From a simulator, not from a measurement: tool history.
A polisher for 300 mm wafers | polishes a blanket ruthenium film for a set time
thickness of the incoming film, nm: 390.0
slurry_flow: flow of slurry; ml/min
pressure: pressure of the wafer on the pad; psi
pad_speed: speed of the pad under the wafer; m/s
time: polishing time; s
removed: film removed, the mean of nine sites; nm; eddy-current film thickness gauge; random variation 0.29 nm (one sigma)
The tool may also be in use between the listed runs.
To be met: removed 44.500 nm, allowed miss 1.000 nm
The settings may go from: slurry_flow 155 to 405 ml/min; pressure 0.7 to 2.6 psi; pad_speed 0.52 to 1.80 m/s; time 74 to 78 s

run  hour  slurry_flow  pressure  pad_speed  time  removed
  1   0.0          260       1.6       1.16    74   79.709
  2   5.7          260       1.6       1.36    74   91.150
  3   9.2          200       1.6       1.36    74   88.055
  4  10.3          195       1.4       1.32    74   74.321
  5  16.0          190       1.2       1.32    74   64.442
  6  23.8          190       1.2       1.32    78   67.664
  7  31.0          185       1.1       1.30    78   60.231
     37.4  -- slurry nozzle cleaned
  8  37.4          180       1.0       1.30    78   57.904
  9  43.4          175       0.9       1.28    78   51.327
 10  48.9          170       0.9       1.28    78   50.453
 11  52.7          165       0.9       1.28    78   50.439
 12  58.9          165       0.7       1.28    78   40.337

5 next moves are on the table. One of them brings every result within its allowed miss. Which?
  A  65.1          155       0.8       1.36    78        ?
  B  65.1          195       0.8       1.36    74        ?
  C  65.1          155       0.9       1.20    78        ?
  D  65.1          190       0.9       1.12    78        ?
  E  65.1          240       0.8       1.20    76        ?

move  removed
   A   47.508
   B   47.018
   C   47.615
   D   46.613
   E   44.590
A: takes the result that was furthest off past its target
B: takes the result that was furthest off past its target
C: takes the result that was furthest off past its target
D: takes the result that was furthest off past its target
E: meets every target
Answer: E
